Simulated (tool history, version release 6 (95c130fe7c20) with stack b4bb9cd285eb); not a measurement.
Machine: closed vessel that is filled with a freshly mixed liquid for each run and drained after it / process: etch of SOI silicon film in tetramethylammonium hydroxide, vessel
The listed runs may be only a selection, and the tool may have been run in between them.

run,hour,temperature setpoint of the liquid (°C),concentration of hydroxide in the mixed liquid (% by weight),time in the liquid (s),thickness taken off the SOI silicon film on a monitor wafer (nm)
1,0,59,12,35,141.58
2,7.7,59,12,35,140.14
3,14.8,59,9.5,35,153.19
4,22.5,55.5,9.5,35,122.5
5,26.7,55.5,9.5,35,122.15
6,27.6,55.5,8,35,130.35

What does the tool deliver on the next run?
7,29.8,54,9.5,35,?

thickness taken off the SOI silicon film on a monitor wafer (nm): 111.89
